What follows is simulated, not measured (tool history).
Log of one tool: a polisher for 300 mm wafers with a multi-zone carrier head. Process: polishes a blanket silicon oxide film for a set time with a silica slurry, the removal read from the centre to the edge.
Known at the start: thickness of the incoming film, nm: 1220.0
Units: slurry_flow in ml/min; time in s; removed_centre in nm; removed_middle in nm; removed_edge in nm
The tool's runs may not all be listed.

run,hour,slurry_flow,centre_zone,middle_zone,edge_zone,slurry_solids,time,removed_centre,removed_middle,removed_edge
1,0,280,1,1,1,1,53,340.21,339.85,343.29
2,7,280,1,1.04,1,1,53,339.23,338.78,340.95
3,16,285,1.01,1.05,1.01,1.05,53,352.58,346.97,352.47
4,23.1,290,1.02,1.06,1,1.1,53,356.93,365.31,352.96
5,24.5,290,0.95,1.06,1,1.1,53,328.57,361.15,347.34
6,30.6,295,0.98,1.07,1.02,1.15,53,346.9,378.09,364.15
7,36.4,300,1.01,1.07,1.04,1.2,53,366.53,372.9,373.36
8,45.3,300,1.03,1.08,1.05,1.25,53,380.43,387.17,382.93
9,53.2,300,1.05,1.09,1.06,1.3,53,394.64,386.47,387.63
10,54.1,305,1.06,1.1,1.07,1.35,53,401.44,399.74,390.02
11,60.2,310,1.07,1.1,1.08,1.4,53,409.16,402.9,401.65
12,64.5,310,1.08,1.1,1.09,1.4,53,421.48,409.7,399.72

The next listed run, before its measurement:
13,68,310,1.08,1.1,1.09,1.4,53,?,?,?

removed_centre: 416.57 nm
removed_middle: 409.9 nm
removed_edge: 399.08 nm
